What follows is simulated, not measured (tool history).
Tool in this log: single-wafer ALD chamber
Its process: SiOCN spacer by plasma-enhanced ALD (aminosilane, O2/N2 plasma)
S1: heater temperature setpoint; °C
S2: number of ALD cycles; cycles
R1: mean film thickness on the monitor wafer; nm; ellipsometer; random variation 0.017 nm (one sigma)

{"run": 1, "hour": 0.0, "S1": 385, "S2": 76, "R1": 4.4014}
{"run": 2, "hour": 4.5, "S1": 385, "S2": 79, "R1": 4.5758}
{"run": 3, "hour": 12.9, "S1": 395, "S2": 79, "R1": 4.5613}
{"run": 4, "hour": 20.6, "S1": 388, "S2": 79, "R1": 4.5768}
{"run": 5, "hour": 26.9, "S1": 381, "S2": 79, "R1": 4.5644}
{"run": 6, "hour": 29.4, "S1": 375, "S2": 79, "R1": 4.5752}
{"run": 7, "hour": 35.8, "S1": 375, "S2": 81, "R1": 4.6841}

Estimate the outcome of run 8 from the log above:
{"run": 8, "hour": 41.9, "S1": 375, "S2": 81, "R1": "?"}

R1: 4.6900 nm
